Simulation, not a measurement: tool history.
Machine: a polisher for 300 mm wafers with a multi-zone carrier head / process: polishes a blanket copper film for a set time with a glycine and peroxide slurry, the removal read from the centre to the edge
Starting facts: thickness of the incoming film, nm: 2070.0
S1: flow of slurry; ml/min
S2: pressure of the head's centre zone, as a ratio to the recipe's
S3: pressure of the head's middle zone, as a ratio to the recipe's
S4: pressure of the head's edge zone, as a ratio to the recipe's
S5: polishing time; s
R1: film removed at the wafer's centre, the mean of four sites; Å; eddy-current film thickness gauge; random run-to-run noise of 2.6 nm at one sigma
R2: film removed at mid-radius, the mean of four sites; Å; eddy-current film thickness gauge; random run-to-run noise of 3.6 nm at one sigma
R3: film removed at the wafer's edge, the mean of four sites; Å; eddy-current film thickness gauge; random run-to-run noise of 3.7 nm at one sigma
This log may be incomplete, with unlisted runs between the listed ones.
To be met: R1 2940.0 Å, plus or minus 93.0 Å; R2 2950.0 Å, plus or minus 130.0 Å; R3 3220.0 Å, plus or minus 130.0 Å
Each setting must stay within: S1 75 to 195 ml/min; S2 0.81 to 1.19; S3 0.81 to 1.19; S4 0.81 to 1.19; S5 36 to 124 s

run	hour	S1	S2	S3	S4	S5	R1	R2	R3
1	0.0	125	1.00	1.00	1.00	79	3389.3	3517.1	3449.6
2	6.2	115	0.99	0.97	1.00	78	3285.4	3297.1	3330.2
3	7.7	145	0.99	0.97	1.00	78	3451.5	3524.7	3495.1
4	16.3	145	0.99	0.89	1.00	78	3434.1	3332.6	3506.3
5	22.0	130	0.97	0.89	1.00	78	3305.9	3214.6	3454.7
6	24.2	130	0.97	0.89	1.00	89	3790.1	3668.7	3968.0
7	30.2	120	0.94	0.88	0.97	86	3454.5	3550.0	3632.7
8	34.0	110	0.93	0.86	0.97	84	3298.0	3204.2	3494.8
9	37.6	100	0.91	0.86	0.96	84	3123.4	3106.3	3467.5
10	45.1	95	0.91	0.86	0.94	84	3081.9	3034.7	3380.4

5 candidate next runs follow, results not yet known. Just one meets every target within its allowed miss. Identify it.
A	52.6	85	0.99	0.87	0.88	84	?	?	?
B	52.6	95	0.93	0.86	0.95	79	?	?	?
C	52.6	95	0.97	0.87	0.92	82	?	?	?
D	52.6	85	0.87	0.81	1.00	87	?	?	?
E	52.6	80	0.90	0.81	1.02	87	?	?	?

move	R1	R2	R3
A	3200.9	3036.9	3222.6
B	2951.2	2940.3	3217.8
C	3196.3	3076.7	3290.0
D	2909.2	2991.8	3546.0
E	2933.2	2925.8	3529.5
A: the biggest miss grows against the last run
B: in spec on every target
C: the biggest miss grows against the last run
D: meets the target for the result that was furthest off, but another lies outside its allowed miss
E: meets the target for the result that was furthest off, but another lies outside its allowed miss
Correct choice: B, which meets every target
